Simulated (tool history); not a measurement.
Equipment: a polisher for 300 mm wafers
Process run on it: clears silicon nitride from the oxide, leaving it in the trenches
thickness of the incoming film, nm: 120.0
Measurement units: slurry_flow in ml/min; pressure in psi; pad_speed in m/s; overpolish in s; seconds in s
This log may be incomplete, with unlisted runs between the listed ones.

run	hour	slurry_flow	pressure	pad_speed	overpolish	seconds
1	0	315	2.7	1.16	13	119.38
2	5.9	315	2.7	0.92	13	145.54
3	6.9	315	2.6	0.92	13	150.45
4	13.2	390	2.6	0.92	13	145.85
5	21.8	390	3.2	0.92	13	121.65
6	22.8	390	3	0.92	13	127.92
7	28.1	390	2.8	0.92	13	137.48

Run 8 has not been measured yet. What should we expect?
8	29.6	390	2.8	0.92	13	?

{"run 8": {"seconds": 135.08}}

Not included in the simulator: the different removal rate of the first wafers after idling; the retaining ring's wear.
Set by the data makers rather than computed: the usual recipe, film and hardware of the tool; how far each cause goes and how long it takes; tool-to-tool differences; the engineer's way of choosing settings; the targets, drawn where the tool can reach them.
